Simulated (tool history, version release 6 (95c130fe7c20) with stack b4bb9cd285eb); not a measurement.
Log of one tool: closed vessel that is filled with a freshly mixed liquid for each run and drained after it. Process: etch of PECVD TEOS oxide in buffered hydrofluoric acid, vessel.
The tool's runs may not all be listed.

| run | hour | temperature setpoint of the liquid (K) | parts of 40 % ammonium fluoride to one part of 49 % hydrofluoric acid (parts by volume) | time in the liquid (s) | thickness taken off the PECVD TEOS oxide on a monitor wafer (angstrom) |
|---|---|---|---|---|---|
| 1 | 0.0 | 297.15 | 21.0 | 95 | 908.75 |
| 2 | 7.2 | 297.15 | 21.0 | 95 | 919.98 |
| 3 | 12.4 | 297.15 | 21.0 | 95 | 913.69 |
| 4 | 17.1 | 299.65 | 21.0 | 95 | 1049.30 |
| 5 | 24.0 | 296.15 | 21.0 | 95 | 859.33 |
| 6 | 29.1 | 296.15 | 21.0 | 100 | 902.34 |
| 7 | 29.8 | 297.65 | 21.0 | 100 | 988.98 |

The next listed run, before its measurement:
| 8 | 31.3 | 298.65 | 21.0 | 100 | ? |

{"run 8": {"thickness taken off the PECVD TEOS oxide on a monitor wafer (angstrom)": 1033.2}}
